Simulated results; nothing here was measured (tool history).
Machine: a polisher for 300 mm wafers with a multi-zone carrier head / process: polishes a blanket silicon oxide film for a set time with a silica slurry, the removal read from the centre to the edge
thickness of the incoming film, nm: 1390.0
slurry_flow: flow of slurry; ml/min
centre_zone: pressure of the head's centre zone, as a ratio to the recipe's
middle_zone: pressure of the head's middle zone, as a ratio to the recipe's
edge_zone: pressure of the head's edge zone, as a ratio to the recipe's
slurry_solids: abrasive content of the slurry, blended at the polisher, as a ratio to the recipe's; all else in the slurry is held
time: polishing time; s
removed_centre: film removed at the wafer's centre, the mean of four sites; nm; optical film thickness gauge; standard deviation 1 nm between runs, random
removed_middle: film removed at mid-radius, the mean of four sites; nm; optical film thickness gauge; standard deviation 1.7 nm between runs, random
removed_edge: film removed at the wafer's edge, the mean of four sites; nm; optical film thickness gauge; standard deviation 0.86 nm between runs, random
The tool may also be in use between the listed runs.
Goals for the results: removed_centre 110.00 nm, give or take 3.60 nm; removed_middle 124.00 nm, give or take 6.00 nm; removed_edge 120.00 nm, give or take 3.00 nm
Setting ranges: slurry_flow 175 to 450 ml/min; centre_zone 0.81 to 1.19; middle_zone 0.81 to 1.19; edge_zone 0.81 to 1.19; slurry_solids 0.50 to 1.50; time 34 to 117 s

{"run": 1, "day": 0.0, "slurry_flow": 290, "centre_zone": 1.0, "middle_zone": 1.0, "edge_zone": 1.0, "slurry_solids": 1.0, "time": 75, "removed_centre": 158.45, "removed_middle": 154.28, "removed_edge": 154.24}
{"run": 2, "day": 0.133, "slurry_flow": 285, "centre_zone": 0.97, "middle_zone": 0.99, "edge_zone": 0.97, "slurry_solids": 0.95, "time": 75, "removed_centre": 147.47, "removed_middle": 146.4, "removed_edge": 146.46}
{"run": 3, "day": 0.208, "slurry_flow": 280, "centre_zone": 0.94, "middle_zone": 0.99, "edge_zone": 0.94, "slurry_solids": 0.9, "time": 75, "removed_centre": 139.21, "removed_middle": 146.24, "removed_edge": 138.67}
{"run": 4, "day": 0.371, "slurry_flow": 250, "centre_zone": 0.94, "middle_zone": 0.99, "edge_zone": 0.94, "slurry_solids": 0.9, "time": 75, "removed_centre": 134.17, "removed_middle": 143.78, "removed_edge": 138.62}
{"run": 5, "day": 0.512, "slurry_flow": 250, "centre_zone": 0.92, "middle_zone": 0.97, "edge_zone": 0.92, "slurry_solids": 0.85, "time": 75, "removed_centre": 129.42, "removed_middle": 135.71, "removed_edge": 132.76}
{"run": 6, "day": 0.633, "slurry_flow": 250, "centre_zone": 0.92, "middle_zone": 0.97, "edge_zone": 0.92, "slurry_solids": 0.95, "time": 75, "removed_centre": 137.27, "removed_middle": 142.32, "removed_edge": 141.23}
{"run": 7, "day": 0.762, "slurry_flow": 245, "centre_zone": 0.9, "middle_zone": 0.96, "edge_zone": 0.91, "slurry_solids": 0.9, "time": 75, "removed_centre": 129.67, "removed_middle": 137.55, "removed_edge": 134.97}
{"run": 8, "day": 0.992, "slurry_flow": 240, "centre_zone": 0.88, "middle_zone": 0.95, "edge_zone": 0.9, "slurry_solids": 0.9, "time": 75, "removed_centre": 126.21, "removed_middle": 135.58, "removed_edge": 133.94}
{"run": 9, "day": 1.342, "slurry_flow": 235, "centre_zone": 0.87, "middle_zone": 0.94, "edge_zone": 0.89, "slurry_solids": 0.9, "time": 75, "removed_centre": 124.64, "removed_middle": 136.81, "removed_edge": 132.12}
{"run": 10, "day": 1.371, "slurry_flow": 220, "centre_zone": 0.81, "middle_zone": 0.86, "edge_zone": 0.84, "slurry_solids": 0.75, "time": 75, "removed_centre": 102.8, "removed_middle": 110.19, "removed_edge": 117.81}
{"run": 11, "day": 1.433, "slurry_flow": 230, "centre_zone": 0.82, "middle_zone": 0.88, "edge_zone": 0.84, "slurry_solids": 0.75, "time": 75, "removed_centre": 107.34, "removed_middle": 113.18, "removed_edge": 118.7}
{"run": 12, "day": 1.696, "slurry_flow": 230, "centre_zone": 0.82, "middle_zone": 0.89, "edge_zone": 0.84, "slurry_solids": 0.75, "time": 75, "removed_centre": 107.61, "removed_middle": 116.53, "removed_edge": 117.09}
{"run": 13, "day": 2.025, "slurry_flow": 255, "centre_zone": 0.82, "middle_zone": 0.94, "edge_zone": 0.88, "slurry_solids": 0.8, "time": 75, "removed_centre": 110.44, "removed_middle": 128.86, "removed_edge": 125.68}

4 candidate next runs follow, results not yet known. Just one meets every target within its allowed miss. Identify it.
{"run": "A", "day": 2.354, "slurry_flow": 350, "centre_zone": 0.85, "middle_zone": 0.97, "edge_zone": 0.9, "slurry_solids": 0.65, "time": 78, "removed_centre": "?", "removed_middle": "?", "removed_edge": "?"}
{"run": "B", "day": 2.354, "slurry_flow": 255, "centre_zone": 0.85, "middle_zone": 1.04, "edge_zone": 0.81, "slurry_solids": 0.8, "time": 75, "removed_centre": "?", "removed_middle": "?", "removed_edge": "?"}
{"run": "C", "day": 2.354, "slurry_flow": 280, "centre_zone": 0.81, "middle_zone": 0.88, "edge_zone": 0.96, "slurry_solids": 1.0, "time": 66, "removed_centre": "?", "removed_middle": "?", "removed_edge": "?"}
{"run": "D", "day": 2.354, "slurry_flow": 395, "centre_zone": 0.87, "middle_zone": 0.96, "edge_zone": 1.01, "slurry_solids": 0.7, "time": 75, "removed_centre": "?", "removed_middle": "?", "removed_edge": "?"}

move=A removed_centre=109.03 removed_middle=121.27 removed_edge=119.22
move=B removed_centre=114.74 removed_middle=135.78 removed_edge=120.81
move=C removed_centre=109.62 removed_middle=118.37 removed_edge=130.97
move=D removed_centre=113.80 removed_middle=122.42 removed_edge=128.08
A: every result within its allowed miss
B: puts the biggest miss on target and leaves a different result outside tolerance
C: lands further from the targets than the last run did
D: lands further from the targets than the last run did
A is the move that brings every result within its allowed miss.
